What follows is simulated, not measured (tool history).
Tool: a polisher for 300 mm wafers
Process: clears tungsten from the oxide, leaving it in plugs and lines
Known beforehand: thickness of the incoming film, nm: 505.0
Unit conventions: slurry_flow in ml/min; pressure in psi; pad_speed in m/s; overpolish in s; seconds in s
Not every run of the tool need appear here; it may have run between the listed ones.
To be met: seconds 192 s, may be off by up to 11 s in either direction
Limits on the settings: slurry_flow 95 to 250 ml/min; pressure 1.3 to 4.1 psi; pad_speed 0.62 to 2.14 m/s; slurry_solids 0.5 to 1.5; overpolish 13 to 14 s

Run 1, hour 0: slurry_flow 160 ml/min, pressure 2.7 psi, pad_speed 1.38 m/s, slurry_solids 1, overpolish 13 s. Result: seconds 117.98 s.
Run 2, hour 6.2: slurry_flow 160 ml/min, pressure 3.1 psi, pad_speed 1.38 m/s, slurry_solids 1, overpolish 13 s. Result: seconds 103.1 s.
Run 3, hour 12: slurry_flow 160 ml/min, pressure 3.1 psi, pad_speed 1.38 m/s, slurry_solids 1, overpolish 13 s. Result: seconds 102.51 s.
Run 4, hour 17.9: slurry_flow 160 ml/min, pressure 2.7 psi, pad_speed 1.36 m/s, slurry_solids 1, overpolish 13 s. Result: seconds 117.65 s.
Run 5, hour 24.8: slurry_flow 125 ml/min, pressure 2.7 psi, pad_speed 1.36 m/s, slurry_solids 1, overpolish 13 s. Result: seconds 123.21 s.
Run 6, hour 27.7: slurry_flow 125 ml/min, pressure 2.7 psi, pad_speed 1.5 m/s, slurry_solids 1, overpolish 13 s. Result: seconds 115.99 s.
Run 7, hour 30: slurry_flow 125 ml/min, pressure 2.4 psi, pad_speed 1.46 m/s, slurry_solids 1, overpolish 13 s. Result: seconds 131.89 s.
Run 8, hour 33.3: slurry_flow 125 ml/min, pressure 2.2 psi, pad_speed 1.44 m/s, slurry_solids 1, overpolish 13 s. Result: seconds 138.29 s.
Run 9, hour 35.7: slurry_flow 125 ml/min, pressure 2 psi, pad_speed 1.42 m/s, slurry_solids 1, overpolish 13 s. Result: seconds 158.28 s.
Run 10, hour 39.2: slurry_flow 125 ml/min, pressure 1.9 psi, pad_speed 1.42 m/s, slurry_solids 1, overpolish 13 s. Result: seconds 163.9 s.
Run 11, hour 41.6: slurry_flow 125 ml/min, pressure 1.8 psi, pad_speed 1.42 m/s, slurry_solids 1, overpolish 13 s. Result: seconds 165.62 s.
Run 12, hour 42.7: slurry_flow 125 ml/min, pressure 1.7 psi, pad_speed 1.42 m/s, slurry_solids 1, overpolish 13 s. Result: seconds 176.71 s.
Run 13, hour 49.7: slurry_flow 125 ml/min, pressure 1.5 psi, pad_speed 1.4 m/s, slurry_solids 1, overpolish 13 s. Result: seconds 203.14 s.

5 next moves are on the table. One of them brings every result within its allowed miss. Which?
Run A, hour 56.7: slurry_flow 125 ml/min, pressure 1.8 psi, pad_speed 1.26 m/s, slurry_solids 0.9, overpolish 13 s. Result: seconds ?.
Run B, hour 56.7: slurry_flow 150 ml/min, pressure 1.6 psi, pad_speed 1.42 m/s, slurry_solids 0.65, overpolish 14 s. Result: seconds ?.
Run C, hour 56.7: slurry_flow 120 ml/min, pressure 1.9 psi, pad_speed 1.06 m/s, slurry_solids 0.9, overpolish 13 s. Result: seconds ?.
Run D, hour 56.7: slurry_flow 95 ml/min, pressure 1.6 psi, pad_speed 1.34 m/s, slurry_solids 0.9, overpolish 14 s. Result: seconds ?.
Run E, hour 56.7: slurry_flow 95 ml/min, pressure 1.5 psi, pad_speed 1.26 m/s, slurry_solids 1.2, overpolish 14 s. Result: seconds ?.

move  seconds
   A    194.8
   B   209.71
   C   215.11
   D   222.21
   E   226.61
A: hits every target within its allowed miss
B: further off than the last run
C: further off than the last run
D: further off than the last run
E: further off than the last run
The move that meets every target is A.
